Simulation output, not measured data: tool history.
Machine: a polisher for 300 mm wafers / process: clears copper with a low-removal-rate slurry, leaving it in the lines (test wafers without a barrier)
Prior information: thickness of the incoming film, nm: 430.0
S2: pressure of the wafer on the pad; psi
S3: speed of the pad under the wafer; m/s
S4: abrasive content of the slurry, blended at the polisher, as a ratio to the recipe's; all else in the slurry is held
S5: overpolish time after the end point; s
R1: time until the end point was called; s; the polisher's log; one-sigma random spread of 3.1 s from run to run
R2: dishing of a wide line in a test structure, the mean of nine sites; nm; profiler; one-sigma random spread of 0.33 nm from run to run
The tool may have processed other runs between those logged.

run 1 hour=0 | flow_of_slurry_(ml/min)=160 S2=4.2 S3=0.94 S4=1 S5=11 | R1=107.78 R2=20.773
run 2 hour=3 | flow_of_slurry_(ml/min)=195 S2=4.2 S3=0.94 S4=1 S5=11 | R1=109.88 R2=21.281
run 3 hour=8.5 | flow_of_slurry_(ml/min)=195 S2=4.2 S3=0.94 S4=0.85 S5=11 | R1=108.88 R2=21.211
run 4 hour=15.3 | flow_of_slurry_(ml/min)=195 S2=4.2 S3=0.94 S4=0.85 S5=7 | R1=112.16 R2=15.691
run 5 hour=24.1 | flow_of_slurry_(ml/min)=195 S2=3.9 S3=0.94 S4=0.85 S5=9 | R1=116.41 R2=17.415
run 6 hour=25.2 | flow_of_slurry_(ml/min)=195 S2=3.7 S3=0.92 S4=0.85 S5=11 | R1=127.33 R2=20.049
run 7 hour=26.4 | flow_of_slurry_(ml/min)=195 S2=2.6 S3=0.92 S4=0.85 S5=15 | R1=177.7 R2=19.316
run 8 hour=29.7 | flow_of_slurry_(ml/min)=195 S2=2.7 S3=0.92 S4=0.85 S5=15 | R1=170.35 R2=19.164
run 9 hour=38.5 | flow_of_slurry_(ml/min)=195 S2=2.8 S3=0.92 S4=0.85 S5=16 | R1=169.6 R2=20.104

Run 10 is up next; what results do you expect?
run 10 hour=41.7 | flow_of_slurry_(ml/min)=195 S2=2.9 S3=0.92 S4=0.85 S5=17 | R1=? R2=?

Run 10 yielded R1 163.1 s, R2 21.992 nm.
